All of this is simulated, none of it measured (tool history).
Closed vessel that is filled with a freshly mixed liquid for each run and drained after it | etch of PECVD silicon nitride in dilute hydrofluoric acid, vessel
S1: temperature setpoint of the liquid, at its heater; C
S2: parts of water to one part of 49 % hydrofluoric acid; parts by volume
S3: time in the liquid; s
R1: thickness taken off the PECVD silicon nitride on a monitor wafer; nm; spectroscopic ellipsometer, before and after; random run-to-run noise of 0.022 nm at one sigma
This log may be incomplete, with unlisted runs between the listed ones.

| run | day | S1 | S2 | S3 | R1 |
|---|---|---|---|---|---|
| 1 | 0 | 25 | 130 | 125 | 5.8679 |
| 2 | 0.092 | 25 | 130 | 125 | 5.8494 |
| 3 | 0.438 | 25 | 130 | 95 | 4.3712 |
| 4 | 0.479 | 25 | 105 | 95 | 5.5325 |
| 5 | 0.704 | 25 | 145 | 95 | 4.0077 |
| 6 | 0.896 | 25 | 145 | 125 | 5.2347 |
|  | 1.125 | thermometer replaced |
| 7 | 1.125 | 24 | 145 | 125 | 4.2715 |
| 8 | 1.229 | 23.5 | 145 | 125 | 4.1183 |
| 9 | 1.412 | 23 | 145 | 125 | 3.971 |
| 10 | 1.608 | 22.5 | 145 | 125 | 3.8527 |
| 11 | 1.996 | 22 | 145 | 125 | 3.7807 |
| 12 | 2.325 | 21.5 | 145 | 125 | 3.6378 |
| 13 | 2.671 | 21 | 145 | 125 | 3.5067 |

What does the tool deliver on the next run?
| 14 | 2.796 | 20.5 | 145 | 125 | ? |

Run 14 measured R1 3.3548 nm.

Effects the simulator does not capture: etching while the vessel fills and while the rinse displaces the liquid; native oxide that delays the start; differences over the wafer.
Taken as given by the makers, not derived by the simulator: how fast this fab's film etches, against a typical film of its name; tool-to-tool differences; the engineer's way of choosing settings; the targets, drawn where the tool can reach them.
